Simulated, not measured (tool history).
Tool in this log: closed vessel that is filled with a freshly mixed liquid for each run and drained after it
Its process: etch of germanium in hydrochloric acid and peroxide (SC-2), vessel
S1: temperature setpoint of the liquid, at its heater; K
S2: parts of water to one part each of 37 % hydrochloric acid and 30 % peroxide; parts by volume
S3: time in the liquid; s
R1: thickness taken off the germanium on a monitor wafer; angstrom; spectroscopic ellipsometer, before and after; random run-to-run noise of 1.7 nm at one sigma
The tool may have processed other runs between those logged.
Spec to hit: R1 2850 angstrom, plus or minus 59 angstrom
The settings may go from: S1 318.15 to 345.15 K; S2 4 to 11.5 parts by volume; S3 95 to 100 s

run	day	S1	S2	S3	R1
1	0	334.15	6.5	95	3875.6
2	0.133	334.15	6.5	100	4097.5
3	0.371	334.15	4.5	100	4165.7
4	0.479	331.65	4.5	100	3865
5	0.542	331.65	4	100	3812.5
6	0.746	331.65	4	95	3695.1
7	0.983	329.65	4	95	3486
8	1.2	328.15	4	95	3269.8
9	1.521	327.15	4	95	3190.5
10	1.662	326.15	4	95	3091.7
11	1.775	325.65	4	95	3070.4
12	1.858	325.15	4	95	2984.4
13	2.025	324.65	4	95	2939

Of the 5 settings listed for the next run, only one would bring every result within its allowed miss of target. Which one?
A	2.192	322.15	6.5	100	?
B	2.192	325.15	4	95	?
C	2.192	325.65	5.5	95	?
D	2.192	327.15	4	95	?
E	2.192	325.65	4	95	?

move	R1
A	2821.3
B	2989.1
C	3016.6
D	3184.9
E	3037.1
A: all results in spec
B: its largest miss is bigger than the last run's
C: its largest miss is bigger than the last run's
D: its largest miss is bigger than the last run's
E: its largest miss is bigger than the last run's
Move A is the one to make.
